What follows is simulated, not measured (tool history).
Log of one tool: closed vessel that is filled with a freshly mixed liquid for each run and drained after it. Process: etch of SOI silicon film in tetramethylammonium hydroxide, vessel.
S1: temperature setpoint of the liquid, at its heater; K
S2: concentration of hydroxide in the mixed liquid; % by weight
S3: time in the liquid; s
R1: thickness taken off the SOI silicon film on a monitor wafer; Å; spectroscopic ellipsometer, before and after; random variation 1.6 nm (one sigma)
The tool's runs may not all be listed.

Run 1, hour 0.0: S1 334.15 K, S2 19.0 % by weight, S3 90 s. Result: R1 2934.3 Å.
Run 2, hour 4.9: S1 334.15 K, S2 19.0 % by weight, S3 90 s. Result: R1 2911.5 Å.
Run 3, hour 12.9: S1 334.15 K, S2 21.5 % by weight, S3 90 s. Result: R1 2769.1 Å.
Run 4, hour 15.2: S1 334.15 K, S2 24.0 % by weight, S3 90 s. Result: R1 2473.3 Å.
Run 5, hour 22.8: S1 334.15 K, S2 24.0 % by weight, S3 90 s. Result: R1 2456.2 Å.
Run 6, hour 30.0: S1 334.15 K, S2 25.0 % by weight, S3 90 s. Result: R1 2336.7 Å.
Run 7, hour 39.1: S1 335.65 K, S2 25.0 % by weight, S3 90 s. Result: R1 2550.3 Å.

The next listed run, before its measurement:
Run 8, hour 43.7: S1 337.15 K, S2 25.0 % by weight, S3 90 s. Result: R1 ?.

Run 8 gave R1 2777.6 Å.

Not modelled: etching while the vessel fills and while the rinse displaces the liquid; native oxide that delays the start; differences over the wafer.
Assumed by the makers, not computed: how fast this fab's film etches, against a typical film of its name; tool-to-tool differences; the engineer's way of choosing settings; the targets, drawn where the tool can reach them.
